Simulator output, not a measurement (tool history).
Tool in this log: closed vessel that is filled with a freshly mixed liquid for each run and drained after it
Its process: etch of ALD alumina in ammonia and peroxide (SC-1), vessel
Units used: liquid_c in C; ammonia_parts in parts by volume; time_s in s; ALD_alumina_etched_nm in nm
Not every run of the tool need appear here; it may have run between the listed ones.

Run 1, hour 0.0: liquid_c 63.0 C, ammonia_parts 0.55 parts by volume, time_s 515 s. Result: ALD_alumina_etched_nm 45.917 nm.
Run 2, hour 5.9: liquid_c 63.0 C, ammonia_parts 0.55 parts by volume, time_s 515 s. Result: ALD_alumina_etched_nm 46.041 nm.
Run 3, hour 12.8: liquid_c 60.5 C, ammonia_parts 0.55 parts by volume, time_s 515 s. Result: ALD_alumina_etched_nm 40.343 nm.
Run 4, hour 14.1: liquid_c 60.5 C, ammonia_parts 0.55 parts by volume, time_s 515 s. Result: ALD_alumina_etched_nm 40.546 nm.
Run 5, hour 19.5: liquid_c 60.5 C, ammonia_parts 0.65 parts by volume, time_s 515 s. Result: ALD_alumina_etched_nm 40.856 nm.
Run 6, hour 26.3: liquid_c 66.0 C, ammonia_parts 0.65 parts by volume, time_s 515 s. Result: ALD_alumina_etched_nm 54.608 nm.
Run 7, hour 28.8: liquid_c 62.5 C, ammonia_parts 0.65 parts by volume, time_s 515 s. Result: ALD_alumina_etched_nm 45.571 nm.
Run 8, hour 32.5: liquid_c 54.5 C, ammonia_parts 0.60 parts by volume, time_s 515 s. Result: ALD_alumina_etched_nm 29.696 nm.

Run 9, settings as shown, results not yet in. Your forecast:
Run 9, hour 36.3: liquid_c 49.5 C, ammonia_parts 0.60 parts by volume, time_s 515 s. Result: ALD_alumina_etched_nm ?.

Logged for run 9: ALD_alumina_etched_nm 22.542 nm.

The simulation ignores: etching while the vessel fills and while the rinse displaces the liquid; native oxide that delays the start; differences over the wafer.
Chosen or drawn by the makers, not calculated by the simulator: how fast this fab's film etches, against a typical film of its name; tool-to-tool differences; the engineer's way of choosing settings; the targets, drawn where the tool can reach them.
